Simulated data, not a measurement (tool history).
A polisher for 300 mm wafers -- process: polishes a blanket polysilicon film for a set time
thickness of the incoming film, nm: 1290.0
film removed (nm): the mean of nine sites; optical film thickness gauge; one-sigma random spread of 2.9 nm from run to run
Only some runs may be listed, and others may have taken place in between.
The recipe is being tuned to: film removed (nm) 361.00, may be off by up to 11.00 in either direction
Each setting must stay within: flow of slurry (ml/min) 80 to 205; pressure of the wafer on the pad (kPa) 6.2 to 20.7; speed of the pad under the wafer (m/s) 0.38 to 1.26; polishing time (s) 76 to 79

run,hour,flow of slurry (ml/min),pressure of the wafer on the pad (kPa),speed of the pad under the wafer (m/s),polishing time (s),film removed (nm)
1,0.0,135,13.1,0.82,76,286.44
2,2.7,135,10.3,0.82,76,227.65
3,7.7,135,10.3,0.82,76,231.44
4,15.9,140,11.0,0.82,76,250.21
5,16.8,140,11.0,0.96,76,276.80
6,20.0,140,11.0,0.96,79,284.71
7,24.5,145,11.7,0.96,79,308.14
8,27.9,150,11.7,0.96,79,306.97
9,36.4,150,13.1,0.96,79,346.95
10,40.1,150,13.1,0.96,79,345.58
11,46.9,155,13.1,0.96,79,346.81
12,52.8,160,13.1,0.96,79,346.58

Pick the move, out of 5, that brings all results within their allowed miss; only one does.
A,58.7,150,13.1,0.96,79,?
B,58.7,135,14.5,0.82,78,?
C,58.7,155,13.8,1.06,78,?
D,58.7,145,13.1,0.94,79,?
E,58.7,175,14.5,0.88,78,?

move,film removed (nm)
A,341.84
B,322.49
C,386.12
D,334.07
E,356.95
A: misses by more than the last run did
B: misses by more than the last run did
C: moves the result that the last run missed by most past its target, out the other side
D: misses by more than the last run did
E: each result inside its tolerance
Answer: E

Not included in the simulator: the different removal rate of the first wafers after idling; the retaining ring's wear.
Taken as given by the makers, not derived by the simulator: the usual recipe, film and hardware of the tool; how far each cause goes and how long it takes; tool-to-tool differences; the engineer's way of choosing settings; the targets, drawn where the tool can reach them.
